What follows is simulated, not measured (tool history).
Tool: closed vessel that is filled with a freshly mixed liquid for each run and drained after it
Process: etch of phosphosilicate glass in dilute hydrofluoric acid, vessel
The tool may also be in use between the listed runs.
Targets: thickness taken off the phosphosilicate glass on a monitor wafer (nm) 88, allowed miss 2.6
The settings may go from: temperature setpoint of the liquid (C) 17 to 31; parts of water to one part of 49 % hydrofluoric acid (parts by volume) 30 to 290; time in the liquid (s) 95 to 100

run	hour	temperature setpoint of the liquid (C)	parts of water to one part of 49 % hydrofluoric acid (parts by volume)	time in the liquid (s)	thickness taken off the phosphosilicate glass on a monitor wafer (nm)
1	0	23	160	95	51.464
2	8.6	23	125	95	68.788
3	13.8	23.5	125	95	70.459
4	18	23.5	125	95	70.276
# hour 22.2: thermometer replaced
5	22.2	23.5	125	95	67.203
6	30.8	24	125	95	67.784
7	34.8	24	120	95	71.824
8	43.6	24.5	120	95	72.707
9	47.7	25	120	95	74.574

Which of these 5 next moves meets every target?
A	51.8	22	130	95	?
B	51.8	23	125	95	?
C	51.8	28	115	95	?
D	51.8	30	150	95	?
E	51.8	23.5	145	100	?

move	thickness taken off the phosphosilicate glass on a monitor wafer (nm)
A	59.851
B	65.117
C	86.868
D	68.468
E	58.885
A: further off than the last run
B: further off than the last run
C: meets every target
D: further off than the last run
E: further off than the last run
The right move is C.
